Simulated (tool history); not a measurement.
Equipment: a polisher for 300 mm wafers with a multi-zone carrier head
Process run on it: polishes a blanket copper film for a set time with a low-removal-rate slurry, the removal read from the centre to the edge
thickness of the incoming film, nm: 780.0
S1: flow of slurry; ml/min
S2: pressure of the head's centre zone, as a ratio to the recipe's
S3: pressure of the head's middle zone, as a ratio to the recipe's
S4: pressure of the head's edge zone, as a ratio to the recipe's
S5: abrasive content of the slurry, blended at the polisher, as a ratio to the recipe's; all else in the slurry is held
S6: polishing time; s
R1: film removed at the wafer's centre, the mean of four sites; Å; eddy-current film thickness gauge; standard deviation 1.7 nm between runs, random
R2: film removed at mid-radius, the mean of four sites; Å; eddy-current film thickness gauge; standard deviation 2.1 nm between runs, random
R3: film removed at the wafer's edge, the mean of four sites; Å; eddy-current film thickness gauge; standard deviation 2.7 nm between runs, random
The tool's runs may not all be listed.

run 1 hour=0.0 | S1=140 S2=1.00 S3=1.00 S4=1.00 S5=1.00 S6=59 | R1=1556.5 R2=1552.4 R3=1500.9
run 2 hour=8.9 | S1=140 S2=1.00 S3=1.07 S4=1.00 S5=1.00 S6=59 | R1=1545.9 R2=1624.7 R3=1537.3
run 3 hour=11.9 | S1=140 S2=1.00 S3=1.07 S4=1.00 S5=1.15 S6=59 | R1=1614.0 R2=1680.7 R3=1624.8
run 4 hour=18.5 | S1=155 S2=1.00 S3=1.10 S4=1.04 S5=1.20 S6=59 | R1=1689.8 R2=1771.4 R3=1666.4
run 5 hour=26.0 | S1=145 S2=0.98 S3=1.11 S4=1.07 S5=1.30 S6=60 | R1=1688.3 R2=1840.1 R3=1798.6
run 6 hour=27.9 | S1=115 S2=0.98 S3=1.11 S4=1.07 S5=1.30 S6=60 | R1=1583.3 R2=1741.4 R3=1649.2

Run 7 has not been measured yet. What should we expect?
run 7 hour=29.5 | S1=155 S2=0.97 S3=1.12 S4=1.14 S5=1.35 S6=60 | R1=? R2=? R3=?

Run 7 produced R1 1699.6 Å, R2 1897.6 Å, R3 1842.5 Å.

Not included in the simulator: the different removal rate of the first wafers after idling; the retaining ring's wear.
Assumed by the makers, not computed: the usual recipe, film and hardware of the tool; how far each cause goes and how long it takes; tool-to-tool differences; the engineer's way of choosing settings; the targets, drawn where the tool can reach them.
